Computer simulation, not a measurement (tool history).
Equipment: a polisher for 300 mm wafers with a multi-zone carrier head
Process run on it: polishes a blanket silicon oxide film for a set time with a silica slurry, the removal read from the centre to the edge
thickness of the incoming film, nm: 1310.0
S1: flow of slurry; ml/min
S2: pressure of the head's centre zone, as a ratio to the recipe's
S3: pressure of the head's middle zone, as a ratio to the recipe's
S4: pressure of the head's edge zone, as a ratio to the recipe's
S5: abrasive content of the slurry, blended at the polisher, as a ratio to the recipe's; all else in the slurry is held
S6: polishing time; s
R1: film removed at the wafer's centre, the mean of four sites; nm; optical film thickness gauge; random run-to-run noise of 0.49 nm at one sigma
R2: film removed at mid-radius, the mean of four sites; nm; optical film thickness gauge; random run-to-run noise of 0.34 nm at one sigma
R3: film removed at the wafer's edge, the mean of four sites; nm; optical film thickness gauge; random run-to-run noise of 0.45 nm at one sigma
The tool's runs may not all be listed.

run  hour   S1    S2    S3    S4    S5  S6       R1       R2       R3
  1   0.0  190  1.00  1.00  1.00  1.00  67  115.620  116.120  118.720
  2   0.9  190  1.00  1.00  1.06  1.00  67  118.000  115.970  121.620
  3   3.1  190  1.00  1.00  1.01  1.00  67  116.010  114.320  118.060
  4   7.5  150  1.00  1.00  1.01  1.00  67  112.300  109.160  115.310
  5  14.9  150  1.05  1.00  1.01  1.00  67  116.010  110.240  114.580
  6  20.3  145  0.97  1.01  0.99  0.85  56   78.600   83.422   85.421
  7  27.4  130  0.87  0.91  0.89  0.60  44   40.491   43.843   46.739

What does the tool deliver on the next run?
  8  36.4  160  0.86  0.93  0.91  0.60  44   ?   ?   ?

R1: 42.085 nm
R2: 46.762 nm
R3: 49.559 nm
